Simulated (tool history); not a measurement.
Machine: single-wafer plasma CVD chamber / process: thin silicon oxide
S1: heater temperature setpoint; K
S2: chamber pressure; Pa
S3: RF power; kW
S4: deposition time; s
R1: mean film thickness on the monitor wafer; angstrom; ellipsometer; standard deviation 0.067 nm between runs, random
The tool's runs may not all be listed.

run 1 hour=0 | S1=658.15 S2=127.1 S3=0.23 S4=11.43 | R1=219.83
run 2 hour=7.5 | S1=658.15 S2=127.1 S3=0.255 S4=11.43 | R1=233.61
run 3 hour=13.1 | S1=651.15 S2=127.1 S3=0.255 S4=11.43 | R1=234.2
run 4 hour=16.1 | S1=651.15 S2=130 S3=0.255 S4=11.43 | R1=236.65
run 5 hour=22.1 | S1=651.15 S2=132.7 S3=0.255 S4=11.43 | R1=241.14
run 6 hour=29.5 | S1=651.15 S2=132.7 S3=0.255 S4=11.43 | R1=240.71
run 7 hour=34 | S1=651.15 S2=134.5 S3=0.255 S4=11.43 | R1=240.76
run 8 hour=35.5 | S1=651.15 S2=136.8 S3=0.255 S4=11.43 | R1=243.02

Run 9 comes next. What will it give?
run 9 hour=38.2 | S1=651.15 S2=138.7 S3=0.255 S4=11.43 | R1=?

Run 9 gave R1 245.35 angstrom.
